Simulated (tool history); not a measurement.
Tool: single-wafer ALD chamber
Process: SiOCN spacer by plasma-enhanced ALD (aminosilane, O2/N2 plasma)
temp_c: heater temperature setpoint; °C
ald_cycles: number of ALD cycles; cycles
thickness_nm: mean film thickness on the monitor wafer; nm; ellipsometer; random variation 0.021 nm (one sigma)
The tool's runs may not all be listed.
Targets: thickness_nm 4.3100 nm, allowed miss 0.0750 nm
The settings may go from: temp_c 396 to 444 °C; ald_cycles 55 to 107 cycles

| run | hour | temp_c | ald_cycles | thickness_nm |
|---|---|---|---|---|
| 1 | 0.0 | 420 | 81 | 4.7144 |
| 2 | 1.7 | 420 | 88 | 5.1155 |
| 3 | 10.2 | 425 | 84 | 4.8169 |
| 4 | 11.2 | 425 | 93 | 5.3170 |
| 5 | 13.0 | 429 | 88 | 4.9449 |
| 6 | 20.2 | 429 | 80 | 4.4513 |
| 7 | 24.6 | 431 | 80 | 4.4371 |
| 8 | 30.0 | 433 | 80 | 4.4287 |
| 9 | 35.1 | 435 | 80 | 4.4018 |

5 next moves are on the table. One of them brings every result within its allowed miss. Which?
| A | 40.2 | 441 | 85 | ? |
| B | 40.2 | 439 | 77 | ? |
| C | 40.2 | 433 | 81 | ? |
| D | 40.2 | 429 | 80 | ? |
| E | 40.2 | 432 | 78 | ? |

| move | thickness_nm |
|---|---|
| A | 4.6016 |
| B | 4.2003 |
| C | 4.5188 |
| D | 4.5291 |
| E | 4.3676 |
A: further off than the last run
B: takes the result that was furthest off past its target
C: further off than the last run
D: further off than the last run
E: meets every target
Answer: E

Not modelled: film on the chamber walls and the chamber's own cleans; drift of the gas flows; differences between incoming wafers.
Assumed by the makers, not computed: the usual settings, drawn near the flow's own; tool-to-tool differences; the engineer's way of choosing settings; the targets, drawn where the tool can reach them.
